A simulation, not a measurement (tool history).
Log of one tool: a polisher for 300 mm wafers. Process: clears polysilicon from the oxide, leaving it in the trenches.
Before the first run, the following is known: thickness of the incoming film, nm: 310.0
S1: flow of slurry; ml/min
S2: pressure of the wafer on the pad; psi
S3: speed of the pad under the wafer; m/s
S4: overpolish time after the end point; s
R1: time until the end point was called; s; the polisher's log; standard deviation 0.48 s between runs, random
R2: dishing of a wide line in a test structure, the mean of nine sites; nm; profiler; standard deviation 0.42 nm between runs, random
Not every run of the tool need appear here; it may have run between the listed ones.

run  hour   S1   S2    S3  S4      R1      R2
  1     0  145  2.1  0.76  14  32.756  56.664
  2   8.3  145  1.7  0.76  14  39.461  52.597
  3  15.2  145  1.7  0.92  14  32.466  55.245
  4  23.7  140  1.6  0.94  13  34.004  56.044
  5  32.4  150  1.7  0.88  12  33.994  52.509
  6    35  150  1.7  1.02  12  30.433  56.555
  7  42.8  160  1.8  0.94  11  30.134  53.358
  8    49  165  1.9  0.88  10  30.547  52.518
  9  57.3  170  1.9  0.86   9  31.785  49.079

The next listed run, before its measurement:
 10  62.7  175   2  0.8   8   ?   ?

R1: 31.419 s
R2: 46.21 nm
